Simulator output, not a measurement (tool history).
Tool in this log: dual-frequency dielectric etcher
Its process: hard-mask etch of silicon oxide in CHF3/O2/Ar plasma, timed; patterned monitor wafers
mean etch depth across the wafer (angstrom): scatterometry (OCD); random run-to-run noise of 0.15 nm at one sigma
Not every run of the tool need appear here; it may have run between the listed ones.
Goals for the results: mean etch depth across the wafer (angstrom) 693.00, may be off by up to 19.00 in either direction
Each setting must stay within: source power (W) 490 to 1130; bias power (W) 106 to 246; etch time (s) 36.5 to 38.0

run,hour,source power (W),bias power (W),etch time (s),mean etch depth across the wafer (angstrom)
1,0.0,810,176,36.5,776.15
2,8.7,870,176,36.5,792.59
3,16.5,830,172,36.5,780.95
4,18.7,790,168,36.5,764.00
5,27.1,680,168,36.5,731.74
6,35.0,660,166,36.5,726.15
7,40.8,650,164,36.5,718.12
8,49.0,640,163,36.5,715.20

Which one of the following 5 next-run settings gets every result inside its allowed miss? There is exactly one.
A,57.2,620,173,37.5,?
B,57.2,710,166,36.5,?
C,57.2,670,161,37.5,?
D,57.2,670,177,37.0,?
E,57.2,610,136,37.0,?

move,mean etch depth across the wafer (angstrom)
A,736.55
B,738.75
C,742.30
D,745.89
E,692.22
A: lands further from the targets than the last run did
B: lands further from the targets than the last run did
C: lands further from the targets than the last run did
D: lands further from the targets than the last run did
E: in spec on every target
E meets every target.
